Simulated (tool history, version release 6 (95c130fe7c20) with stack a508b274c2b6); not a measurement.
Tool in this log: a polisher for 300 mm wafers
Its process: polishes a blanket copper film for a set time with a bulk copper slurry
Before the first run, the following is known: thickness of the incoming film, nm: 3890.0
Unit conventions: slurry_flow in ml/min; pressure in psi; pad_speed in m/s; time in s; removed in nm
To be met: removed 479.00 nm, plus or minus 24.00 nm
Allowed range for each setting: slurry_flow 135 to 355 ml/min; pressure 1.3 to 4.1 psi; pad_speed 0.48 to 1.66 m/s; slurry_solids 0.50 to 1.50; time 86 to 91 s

run	day	slurry_flow	pressure	pad_speed	slurry_solids	time	removed
1	0.000	225	2.7	1.06	1.00	86	681.44
2	0.288	225	2.4	1.04	1.00	86	622.43
3	0.362	225	2.4	1.04	1.00	86	635.96
4	0.642	225	2.4	1.04	1.15	86	644.41
5	0.912	225	2.4	1.20	1.15	86	739.61
6	0.954	225	2.4	1.20	1.00	86	749.42
7	1.071	225	2.1	1.14	1.00	86	661.73
8	1.212	225	1.9	1.08	1.00	86	582.11
9	1.450	225	1.7	1.06	1.00	86	542.83
10	1.588	225	1.6	1.06	1.00	86	524.81

Pick the move, out of 5, that brings all results within their allowed miss; only one does.
A	1.725	240	1.7	1.04	0.95	91	?
B	1.725	245	1.7	1.12	0.90	86	?
C	1.725	250	1.7	0.90	1.15	86	?
D	1.725	300	2.2	0.86	1.35	86	?
E	1.725	225	1.3	1.12	1.45	86	?

move	removed
A	558.76
B	562.62
C	479.99
D	553.70
E	544.98
A: misses by more than the last run did
B: misses by more than the last run did
C: meets every target
D: misses by more than the last run did
E: misses by more than the last run did
Answer: C
